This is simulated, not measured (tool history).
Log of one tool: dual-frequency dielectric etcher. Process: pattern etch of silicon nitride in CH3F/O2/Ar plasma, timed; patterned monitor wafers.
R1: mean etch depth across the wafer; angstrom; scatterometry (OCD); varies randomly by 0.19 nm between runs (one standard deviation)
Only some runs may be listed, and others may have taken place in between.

Run 1, hour 0: source power (kW) 0.52, bias power (kW) 0.056, etch time (s) 66. Result: R1 517.27 angstrom.
Run 2, hour 8: source power (kW) 0.52, bias power (kW) 0.056, etch time (s) 68.5. Result: R1 542.56 angstrom.
Run 3, hour 14.1: source power (kW) 0.59, bias power (kW) 0.056, etch time (s) 68.5. Result: R1 579.54 angstrom.
Run 4, hour 19.1: source power (kW) 0.5, bias power (kW) 0.056, etch time (s) 68.5. Result: R1 528.17 angstrom.
Run 5, hour 27.7: source power (kW) 0.5, bias power (kW) 0.066, etch time (s) 68.5. Result: R1 559.52 angstrom.
At hour 35.4: wet clean of the chamber.
Run 6, hour 35.4: source power (kW) 0.5, bias power (kW) 0.066, etch time (s) 66. Result: R1 513.55 angstrom.
Run 7, hour 43: source power (kW) 0.48, bias power (kW) 0.066, etch time (s) 66. Result: R1 503.38 angstrom.
Run 8, hour 50.3: source power (kW) 0.47, bias power (kW) 0.066, etch time (s) 66. Result: R1 501.39 angstrom.
Run 9, hour 55.7: source power (kW) 0.46, bias power (kW) 0.066, etch time (s) 66. Result: R1 496.31 angstrom.
Run 10, hour 62.5: source power (kW) 0.36, bias power (kW) 0.065, etch time (s) 66. Result: R1 430.76 angstrom.
Run 11, hour 65.1: source power (kW) 0.37, bias power (kW) 0.065, etch time (s) 66. Result: R1 434.49 angstrom.
Run 12, hour 71.6: source power (kW) 0.38, bias power (kW) 0.065, etch time (s) 66. Result: R1 444.04 angstrom.
Run 13, hour 80.2: source power (kW) 0.38, bias power (kW) 0.065, etch time (s) 66. Result: R1 442.63 angstrom.

Estimate the outcome of run 14 from the log above:
Run 14, hour 84.4: source power (kW) 0.39, bias power (kW) 0.065, etch time (s) 66. Result: R1 ?.

{"run 14": {"R1": 450.53}}
